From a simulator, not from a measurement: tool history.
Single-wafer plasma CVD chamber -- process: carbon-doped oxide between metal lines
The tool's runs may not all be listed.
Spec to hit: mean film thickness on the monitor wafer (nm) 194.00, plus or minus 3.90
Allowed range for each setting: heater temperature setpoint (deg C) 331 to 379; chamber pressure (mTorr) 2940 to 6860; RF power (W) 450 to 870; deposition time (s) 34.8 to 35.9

run  hour  heater temperature setpoint (deg C)  chamber pressure (mTorr)  RF power (W)  deposition time (s)  mean film thickness on the monitor wafer (nm)
  1   0.0                                  355                      4900           660                 34.8                                         222.89
  2   5.9                                  355                      4900           720                 34.8                                         230.93
  3  12.9                                  355                      4900           720                 35.9                                         240.90
  4  14.9                                  355                      4900           630                 35.9                                         223.67
  5  19.2                                  355                      4900           720                 35.9                                         235.30
  6  28.1                                  365                      4900           720                 35.9                                         232.94
  7  33.4                                  366                      4620           660                 35.6                                         219.29
  8  41.2                                  367                      4420           620                 35.4                                         211.02
  9  46.6                                  368                      4310           590                 35.3                                         206.17
 10  53.4                                  369                      4250           570                 35.2                                         202.60

Which single option among these 5 for the next run brings every result within its allowed miss of target? Just one does.
  A  60.2                                  362                      4360           605                 34.8                                              ?
  B  60.2                                  379                      4090           570                 35.9                                              ?
  C  60.2                                  371                      4040           595                 35.0                                              ?
  D  60.2                                  373                      3910           520                 35.9                                              ?
  E  60.2                                  365                      4750           540                 35.3                                              ?

move  mean film thickness on the monitor wafer (nm)
   A                                         207.08
   B                                         198.88
   C                                         200.68
   D                                         193.11
   E                                         200.85
A: misses by more than the last run did
B: nearer than the last run, and not there yet
C: nearer than the last run, and not there yet
D: in spec on every target
E: nearer than the last run, and not there yet
Go with D: it meets all targets.
